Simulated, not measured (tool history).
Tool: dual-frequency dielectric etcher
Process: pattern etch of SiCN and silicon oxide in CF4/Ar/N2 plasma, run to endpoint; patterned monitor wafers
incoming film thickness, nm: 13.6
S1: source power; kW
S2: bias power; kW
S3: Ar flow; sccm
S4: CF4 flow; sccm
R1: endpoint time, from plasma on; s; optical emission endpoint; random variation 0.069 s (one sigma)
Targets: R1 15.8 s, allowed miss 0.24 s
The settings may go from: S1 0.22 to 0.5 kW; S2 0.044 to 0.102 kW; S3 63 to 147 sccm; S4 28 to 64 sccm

run	hour	S1	S2	S3	S4	R1
1	0	0.36	0.073	105	46	20.595
2	3.8	0.39	0.073	105	46	19.567
3	8.5	0.42	0.073	105	46	18.229
4	10	0.42	0.073	114	46	18.572
5	12.6	0.44	0.073	114	46	17.877
6	19.7	0.5	0.073	114	46	16.355
7	27.2	0.5	0.075	113	46	16.117
8	29.5	0.5	0.075	113	46	16.146
9	35.4	0.5	0.075	113	46	16.147
10	41.7	0.5	0.076	113	46	16.101

4 next moves are on the table. One of them brings every result within its allowed miss. Which?
A	48	0.47	0.074	115	59	?
B	48	0.5	0.073	117	56	?
C	48	0.47	0.078	109	43	?
D	48	0.49	0.068	119	54	?

move	R1
A	16.258
B	15.773
C	16.839
D	16.531
A: further off than the last run
B: meets every target
C: further off than the last run
D: further off than the last run
Answer: B
